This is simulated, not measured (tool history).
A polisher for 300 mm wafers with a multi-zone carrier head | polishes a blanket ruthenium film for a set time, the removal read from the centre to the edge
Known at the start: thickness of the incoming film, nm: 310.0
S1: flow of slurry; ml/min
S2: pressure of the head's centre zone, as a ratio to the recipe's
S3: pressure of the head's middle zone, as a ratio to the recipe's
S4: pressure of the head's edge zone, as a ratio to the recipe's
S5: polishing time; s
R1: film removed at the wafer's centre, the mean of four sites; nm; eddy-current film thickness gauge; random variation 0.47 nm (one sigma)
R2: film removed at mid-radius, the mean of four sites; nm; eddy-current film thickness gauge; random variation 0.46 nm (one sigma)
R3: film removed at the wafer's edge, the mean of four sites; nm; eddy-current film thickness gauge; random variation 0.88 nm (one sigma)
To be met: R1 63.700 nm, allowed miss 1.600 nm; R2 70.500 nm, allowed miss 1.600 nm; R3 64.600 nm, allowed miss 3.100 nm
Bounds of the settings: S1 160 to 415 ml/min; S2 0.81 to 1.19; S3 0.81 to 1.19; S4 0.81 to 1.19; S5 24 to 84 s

| run | hour | S1 | S2 | S3 | S4 | S5 | R1 | R2 | R3 |
|---|---|---|---|---|---|---|---|---|---|
| 1 | 0.0 | 265 | 1.00 | 1.00 | 1.00 | 54 | 82.312 | 84.876 | 86.966 |
| 2 | 4.2 | 265 | 0.96 | 1.00 | 1.00 | 54 | 80.179 | 85.831 | 84.445 |
| 3 | 10.1 | 255 | 0.93 | 0.97 | 0.96 | 53 | 76.514 | 80.808 | 82.141 |
| 4 | 16.3 | 265 | 0.92 | 0.98 | 0.93 | 51 | 73.870 | 79.177 | 77.291 |
| 5 | 17.3 | 265 | 0.90 | 0.98 | 0.90 | 50 | 70.800 | 76.837 | 73.963 |
| 6 | 22.0 | 265 | 0.95 | 0.98 | 0.90 | 50 | 72.129 | 77.690 | 73.635 |
| 7 | 23.4 | 260 | 0.94 | 0.97 | 0.88 | 49 | 71.550 | 75.048 | 72.080 |
| 8 | 32.0 | 260 | 0.92 | 0.97 | 0.87 | 48 | 69.108 | 73.085 | 70.646 |
| 9 | 40.4 | 260 | 0.91 | 0.98 | 0.86 | 47 | 66.295 | 71.964 | 67.943 |
| 10 | 45.3 | 255 | 0.91 | 0.98 | 0.85 | 47 | 66.027 | 72.152 | 66.750 |
| 11 | 53.3 | 245 | 0.91 | 0.98 | 0.85 | 47 | 65.437 | 72.304 | 68.284 |
| 12 | 57.7 | 245 | 0.91 | 0.98 | 0.85 | 47 | 65.972 | 72.176 | 67.925 |
| 13 | 64.7 | 245 | 0.91 | 0.98 | 0.84 | 47 | 66.275 | 72.453 | 66.887 |
| 14 | 70.0 | 245 | 0.90 | 0.98 | 0.83 | 47 | 65.511 | 72.179 | 67.443 |
| 15 | 72.2 | 250 | 0.90 | 0.98 | 0.83 | 47 | 66.632 | 72.713 | 68.743 |
| 16 | 75.0 | 245 | 0.91 | 0.98 | 0.83 | 47 | 65.862 | 72.453 | 67.418 |
| 17 | 83.6 | 200 | 0.91 | 0.98 | 0.81 | 46 | 62.543 | 69.184 | 63.953 |
| 18 | 88.2 | 200 | 0.91 | 0.98 | 0.81 | 46 | 63.136 | 68.623 | 63.008 |

Which of these 4 next moves meets every target?
| A | 92.8 | 160 | 1.01 | 1.00 | 0.88 | 46 | ? | ? | ? |
| B | 92.8 | 210 | 0.93 | 1.03 | 0.88 | 45 | ? | ? | ? |
| C | 92.8 | 205 | 0.96 | 0.97 | 0.89 | 45 | ? | ? | ? |
| D | 92.8 | 185 | 0.95 | 1.00 | 0.84 | 44 | ? | ? | ? |

| move | R1 | R2 | R3 |
|---|---|---|---|
| A | 65.546 | 67.601 | 64.713 |
| B | 63.018 | 70.696 | 65.230 |
| C | 64.316 | 66.975 | 65.441 |
| D | 61.374 | 66.212 | 61.736 |
A: further off than the last run
B: meets every target
C: further off than the last run
D: further off than the last run
The right move is B.
